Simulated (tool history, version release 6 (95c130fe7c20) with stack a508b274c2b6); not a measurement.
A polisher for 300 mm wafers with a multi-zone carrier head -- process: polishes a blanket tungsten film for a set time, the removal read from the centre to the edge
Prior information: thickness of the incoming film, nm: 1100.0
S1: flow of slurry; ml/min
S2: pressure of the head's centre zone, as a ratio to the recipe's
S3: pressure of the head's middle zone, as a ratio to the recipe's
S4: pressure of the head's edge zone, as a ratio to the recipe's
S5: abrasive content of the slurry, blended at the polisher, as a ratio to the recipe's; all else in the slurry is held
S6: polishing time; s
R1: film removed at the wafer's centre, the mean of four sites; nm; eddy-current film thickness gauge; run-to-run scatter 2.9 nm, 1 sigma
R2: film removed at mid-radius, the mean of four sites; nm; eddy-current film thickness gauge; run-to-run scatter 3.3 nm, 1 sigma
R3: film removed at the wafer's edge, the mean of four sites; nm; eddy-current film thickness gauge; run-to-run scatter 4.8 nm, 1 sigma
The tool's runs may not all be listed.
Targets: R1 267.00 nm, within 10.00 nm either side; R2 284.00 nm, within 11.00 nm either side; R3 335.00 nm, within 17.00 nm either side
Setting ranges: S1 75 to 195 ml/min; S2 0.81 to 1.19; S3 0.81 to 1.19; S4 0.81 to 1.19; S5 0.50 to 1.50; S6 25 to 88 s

Run 1, hour 0.0: S1 125 ml/min, S2 1.00, S3 1.00, S4 1.00, S5 1.00, S6 56 s. Result: R1 355.86 nm, R2 344.81 nm, R3 360.48 nm.
Run 2, hour 4.1: S1 115 ml/min, S2 0.95, S3 0.97, S4 1.01, S5 0.95, S6 56 s. Result: R1 326.76 nm, R2 333.70 nm, R3 357.13 nm.
Run 3, hour 5.7: S1 115 ml/min, S2 0.95, S3 0.97, S4 1.01, S5 0.95, S6 68 s. Result: R1 390.47 nm, R2 400.19 nm, R3 437.10 nm.
Run 4, hour 11.7: S1 105 ml/min, S2 0.92, S3 0.93, S4 1.00, S5 0.80, S6 65 s. Result: R1 342.29 nm, R2 350.40 nm, R3 392.80 nm.
Run 5, hour 16.3: S1 100 ml/min, S2 0.89, S3 0.90, S4 0.99, S5 0.70, S6 64 s. Result: R1 315.41 nm, R2 323.68 nm, R3 364.10 nm.
Run 6, hour 24.4: S1 100 ml/min, S2 0.89, S3 0.90, S4 0.99, S5 0.70, S6 74 s. Result: R1 356.45 nm, R2 372.06 nm, R3 420.28 nm.
Run 7, hour 28.8: S1 80 ml/min, S2 0.81, S3 0.84, S4 0.96, S5 0.50, S6 62 s. Result: R1 242.06 nm, R2 255.69 nm, R3 308.04 nm.
At hour 35.9: edge zone pressure recalibrated.
Run 8, hour 35.9: S1 90 ml/min, S2 0.81, S3 0.85, S4 0.97, S5 0.50, S6 62 s. Result: R1 252.36 nm, R2 265.96 nm, R3 304.37 nm.

5 candidate next runs follow, results not yet known. Just one meets every target within its allowed miss. Identify it.
Run A, hour 43.0: S1 85 ml/min, S2 0.88, S3 0.81, S4 1.01, S5 0.55, S6 61 s. Result: R1 ?, R2 ?, R3 ?.
Run B, hour 43.0: S1 85 ml/min, S2 0.83, S3 0.85, S4 1.00, S5 0.50, S6 68 s. Result: R1 ?, R2 ?, R3 ?.
Run C, hour 43.0: S1 195 ml/min, S2 0.95, S3 0.93, S4 0.87, S5 0.50, S6 49 s. Result: R1 ?, R2 ?, R3 ?.
Run D, hour 43.0: S1 75 ml/min, S2 0.84, S3 0.82, S4 1.01, S5 0.55, S6 64 s. Result: R1 ?, R2 ?, R3 ?.
Run E, hour 43.0: S1 170 ml/min, S2 0.84, S3 0.99, S4 0.97, S5 0.50, S6 52 s. Result: R1 ?, R2 ?, R3 ?.

move      R1      R2      R3
   A  256.83  253.97  309.29
   B  264.39  288.50  335.86
   C  268.07  267.67  256.52
   D  245.40  258.71  316.22
   E  245.45  293.20  281.67
A: the biggest miss grows against the last run
B: all results in spec
C: the biggest miss grows against the last run
D: the biggest miss grows against the last run
E: the biggest miss grows against the last run
The move that meets every target is B.
